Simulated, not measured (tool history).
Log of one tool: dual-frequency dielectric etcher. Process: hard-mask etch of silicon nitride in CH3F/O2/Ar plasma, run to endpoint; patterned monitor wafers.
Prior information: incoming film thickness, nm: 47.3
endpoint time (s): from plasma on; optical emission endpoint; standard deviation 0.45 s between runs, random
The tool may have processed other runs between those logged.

| run | hour | source power (kW) | bias power (kW) | endpoint time (s) |
|---|---|---|---|---|
| 1 | 0 | 0.55 | 0.054 | 67.021 |
| 2 | 6.9 | 0.55 | 0.061 | 64.831 |
| 3 | 9.8 | 0.51 | 0.056 | 69.946 |
| 4 | 17.5 | 0.48 | 0.055 | 72.846 |
| 5 | 24.4 | 0.53 | 0.055 | 68.21 |
| 6 | 33 | 0.49 | 0.054 | 72.065 |
|  | 37.4 | bias power generator calibrated |
| 7 | 37.4 | 0.38 | 0.048 | 92.381 |

Run 8, settings as shown, results not yet in. Your forecast:
| 8 | 43.8 | 0.39 | 0.048 | ? |

endpoint time (s): 90.17
